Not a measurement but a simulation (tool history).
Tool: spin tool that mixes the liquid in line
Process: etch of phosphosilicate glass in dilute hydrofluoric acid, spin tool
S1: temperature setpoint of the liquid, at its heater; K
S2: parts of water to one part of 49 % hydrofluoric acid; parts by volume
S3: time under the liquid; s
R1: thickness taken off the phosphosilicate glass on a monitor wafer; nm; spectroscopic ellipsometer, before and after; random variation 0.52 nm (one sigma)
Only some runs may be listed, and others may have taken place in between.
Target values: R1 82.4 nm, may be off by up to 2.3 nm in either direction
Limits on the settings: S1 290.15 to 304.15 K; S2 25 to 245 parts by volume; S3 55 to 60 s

| run | hour | S1 | S2 | S3 | R1 |
|---|---|---|---|---|---|
| 1 | 0 | 296.15 | 135 | 55 | 32.318 |
| 2 | 8.9 | 298.65 | 135 | 55 | 35.377 |
| 3 | 17 | 298.65 | 135 | 55 | 35.102 |
| 4 | 25.5 | 299.65 | 125 | 55 | 39.707 |
| 5 | 29.1 | 300.15 | 115 | 55 | 44.918 |
| 6 | 31.1 | 300.15 | 115 | 55 | 45.291 |
| 7 | 36 | 304.15 | 60 | 55 | 108.91 |
| 8 | 41.5 | 303.65 | 60 | 55 | 107.27 |
| 9 | 48.2 | 303.15 | 60 | 55 | 105.74 |
| 10 | 51.3 | 302.15 | 60 | 55 | 99.977 |
| 11 | 54.8 | 301.65 | 60 | 55 | 97.242 |
| 12 | 61.1 | 301.15 | 60 | 55 | 96.439 |
| 13 | 65.6 | 300.65 | 60 | 55 | 94.816 |
| 14 | 68.9 | 300.15 | 60 | 55 | 92.56 |

Exactly one of the 5 candidate moves below puts every result within its allowed miss. Which one?
| A | 72.2 | 302.65 | 85 | 60 | ? |
| B | 72.2 | 299.65 | 75 | 60 | ? |
| C | 72.2 | 303.15 | 80 | 55 | ? |
| D | 72.2 | 299.65 | 65 | 55 | ? |
| E | 72.2 | 300.65 | 80 | 60 | ? |

| move | R1 |
|---|---|
| A | 76.552 |
| B | 78.302 |
| C | 76.547 |
| D | 83.96 |
| E | 75.827 |
A: carries the result that was furthest off beyond its target, to the other side
B: carries the result that was furthest off beyond its target, to the other side
C: carries the result that was furthest off beyond its target, to the other side
D: all results land within tolerance of their targets
E: carries the result that was furthest off beyond its target, to the other side
D is the move that brings every result within its allowed miss.

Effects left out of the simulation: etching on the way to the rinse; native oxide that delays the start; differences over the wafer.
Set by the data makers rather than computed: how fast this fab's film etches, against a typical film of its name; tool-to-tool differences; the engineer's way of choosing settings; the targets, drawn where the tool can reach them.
